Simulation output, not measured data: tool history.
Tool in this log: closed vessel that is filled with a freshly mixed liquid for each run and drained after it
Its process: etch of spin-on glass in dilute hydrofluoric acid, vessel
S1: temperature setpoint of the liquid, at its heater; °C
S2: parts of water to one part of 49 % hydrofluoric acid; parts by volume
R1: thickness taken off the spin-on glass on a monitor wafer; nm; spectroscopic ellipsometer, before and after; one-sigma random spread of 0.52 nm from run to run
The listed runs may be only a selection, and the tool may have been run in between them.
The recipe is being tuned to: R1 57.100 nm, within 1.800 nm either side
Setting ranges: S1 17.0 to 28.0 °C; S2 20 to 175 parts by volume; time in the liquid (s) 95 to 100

run 1 day=0.000 | S1=20.0 S2=95 time_in_the_liquid_(s)=95 | R1=42.612
run 2 day=0.292 | S1=20.5 S2=95 time_in_the_liquid_(s)=95 | R1=42.882
run 3 day=0.550 | S1=21.0 S2=95 time_in_the_liquid_(s)=95 | R1=44.232
run 4 day=0.850 | S1=19.5 S2=95 time_in_the_liquid_(s)=95 | R1=41.756
run 5 day=0.917 | S1=20.5 S2=95 time_in_the_liquid_(s)=95 | R1=43.289
run 6 day=1.046 | S1=20.5 S2=95 time_in_the_liquid_(s)=100 | R1=45.553
run 7 day=1.300 | S1=21.0 S2=95 time_in_the_liquid_(s)=100 | R1=46.106
run 8 day=1.500 | S1=21.5 S2=95 time_in_the_liquid_(s)=100 | R1=47.771
run 9 day=1.654 | S1=22.0 S2=95 time_in_the_liquid_(s)=100 | R1=48.748
run 10 day=1.942 | S1=22.5 S2=95 time_in_the_liquid_(s)=100 | R1=50.210
run 11 day=2.150 | S1=23.0 S2=95 time_in_the_liquid_(s)=100 | R1=50.461
-- day=2.208 hydrofluoric acid flow meter replaced
run 12 day=2.208 | S1=26.5 S2=95 time_in_the_liquid_(s)=100 | R1=65.027
run 13 day=2.371 | S1=25.5 S2=95 time_in_the_liquid_(s)=100 | R1=63.211
run 14 day=2.538 | S1=24.5 S2=95 time_in_the_liquid_(s)=100 | R1=60.431
run 15 day=2.825 | S1=24.0 S2=95 time_in_the_liquid_(s)=100 | R1=59.403

Which single option among these 5 for the next run brings every result within its allowed miss of target? Just one does.
run A day=3.112 | S1=22.5 S2=90 time_in_the_liquid_(s)=95 | R1=?
run B day=3.112 | S1=28.0 S2=105 time_in_the_liquid_(s)=100 | R1=?
run C day=3.112 | S1=26.5 S2=95 time_in_the_liquid_(s)=95 | R1=?
run D day=3.112 | S1=21.5 S2=85 time_in_the_liquid_(s)=100 | R1=?
run E day=3.112 | S1=23.0 S2=85 time_in_the_liquid_(s)=95 | R1=?

move=A R1=56.625
move=B R1=62.200
move=C R1=62.472
move=D R1=60.957
move=E R1=61.553
A: every result lands within tolerance
B: lands further from the targets than the last run did
C: lands further from the targets than the last run did
D: lands further from the targets than the last run did
E: lands further from the targets than the last run did
So the answer is move A, the one that meets all the targets.

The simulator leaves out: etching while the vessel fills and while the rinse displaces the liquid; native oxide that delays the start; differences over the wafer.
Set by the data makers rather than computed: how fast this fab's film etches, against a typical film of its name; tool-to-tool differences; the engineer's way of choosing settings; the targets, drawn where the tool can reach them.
